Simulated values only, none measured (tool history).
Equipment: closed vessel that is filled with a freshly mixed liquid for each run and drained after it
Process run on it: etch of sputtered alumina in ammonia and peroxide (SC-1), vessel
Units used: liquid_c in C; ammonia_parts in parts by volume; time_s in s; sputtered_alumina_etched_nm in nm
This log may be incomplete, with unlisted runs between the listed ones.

| run | hour | liquid_c | ammonia_parts | time_s | sputtered_alumina_etched_nm |
|---|---|---|---|---|---|
| 1 | 0.0 | 46.0 | 0.9 | 390 | 15.902 |
| 2 | 4.2 | 49.5 | 0.9 | 390 | 19.385 |
| 3 | 9.7 | 43.0 | 0.9 | 390 | 13.520 |
| 4 | 12.0 | 42.5 | 0.9 | 390 | 12.948 |
| 5 | 19.6 | 42.0 | 0.9 | 390 | 12.648 |
| 6 | 27.3 | 46.0 | 0.9 | 390 | 15.871 |
| 7 | 36.2 | 45.0 | 0.9 | 390 | 15.074 |
| 8 | 42.4 | 44.0 | 0.9 | 390 | 14.227 |
| 9 | 43.2 | 43.0 | 0.9 | 390 | 13.434 |
| 10 | 50.9 | 42.5 | 0.9 | 390 | 12.948 |
| 11 | 58.4 | 42.0 | 0.9 | 390 | 12.639 |

Forecast run 12:
| 12 | 66.5 | 41.5 | 0.9 | 390 | ? |

For run 12 the tool returned sputtered_alumina_etched_nm 12.276 nm.
